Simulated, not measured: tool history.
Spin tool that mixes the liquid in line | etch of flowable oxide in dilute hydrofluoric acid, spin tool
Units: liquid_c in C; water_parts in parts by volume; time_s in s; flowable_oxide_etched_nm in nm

Run 1, hour 0: liquid_c 23 C, water_parts 45 parts by volume, time_s 15 s. Result: flowable_oxide_etched_nm 19.478 nm.
Run 2, hour 5.1: liquid_c 23 C, water_parts 45 parts by volume, time_s 15 s. Result: flowable_oxide_etched_nm 19.577 nm.
Run 3, hour 9: liquid_c 24.5 C, water_parts 40 parts by volume, time_s 15 s. Result: flowable_oxide_etched_nm 23.309 nm.
Run 4, hour 14.7: liquid_c 24.5 C, water_parts 30 parts by volume, time_s 15 s. Result: flowable_oxide_etched_nm 31.729 nm.
Run 5, hour 20.9: liquid_c 25.5 C, water_parts 30 parts by volume, time_s 15 s. Result: flowable_oxide_etched_nm 32.919 nm.
Run 6, hour 21.8: liquid_c 25.5 C, water_parts 25 parts by volume, time_s 15 s. Result: flowable_oxide_etched_nm 40.259 nm.

Forecast run 7:
Run 7, hour 24.4: liquid_c 26.5 C, water_parts 25 parts by volume, time_s 15 s. Result: flowable_oxide_etched_nm ?.

{"run 7": {"flowable_oxide_etched_nm": 41.996}}
